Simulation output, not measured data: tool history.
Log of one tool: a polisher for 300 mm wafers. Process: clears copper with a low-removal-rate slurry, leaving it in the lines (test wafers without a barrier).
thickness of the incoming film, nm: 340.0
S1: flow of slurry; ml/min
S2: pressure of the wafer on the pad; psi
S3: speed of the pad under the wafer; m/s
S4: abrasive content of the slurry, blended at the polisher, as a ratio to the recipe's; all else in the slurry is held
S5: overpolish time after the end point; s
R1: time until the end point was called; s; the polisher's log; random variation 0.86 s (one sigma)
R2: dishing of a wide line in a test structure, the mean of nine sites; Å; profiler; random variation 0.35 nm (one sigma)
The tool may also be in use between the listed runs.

run,hour,S1,S2,S3,S4,S5,R1,R2
1,0,275,2.1,1.18,1,22,129.09,317.95
2,8,275,2.2,1.2,1,20,121.28,313.3
3,12.2,275,2,1.2,1,20,136.4,286.82
4,17.2,275,2,1.42,1,20,112.44,315.65
5,23.2,275,2,1.42,0.9,20,114.42,322.29
6,26.7,275,2,1.42,0.8,20,115.86,312.44
7,30.7,275,2.1,1.44,0.75,19,111.26,318.01
8,39,275,2.1,1.48,0.8,18,106.6,320.47
9,45.2,275,2.1,1.52,0.85,17,103.03,319.33
10,51.5,295,2.6,1.68,0.6,7,80.034,209.86
11,58.6,295,2.6,1.68,0.6,8,77.449,224.82
12,62,295,2.6,1.66,0.6,16,79.437,354.37
13,70.9,295,2.6,1.66,0.6,15,78.996,346.54
14,78.3,305,2.6,1.66,0.65,12,78.395,296.84
# hour 86.6: slurry blender recalibrated
15,86.6,300,2.6,1.66,0.65,12,74.543,317.13

Run 16 comes next. What will it give?
16,91.2,295,2.6,1.66,0.65,12,?,?

{"run 16": {"R1": 75.611, "R2": 307.32}}

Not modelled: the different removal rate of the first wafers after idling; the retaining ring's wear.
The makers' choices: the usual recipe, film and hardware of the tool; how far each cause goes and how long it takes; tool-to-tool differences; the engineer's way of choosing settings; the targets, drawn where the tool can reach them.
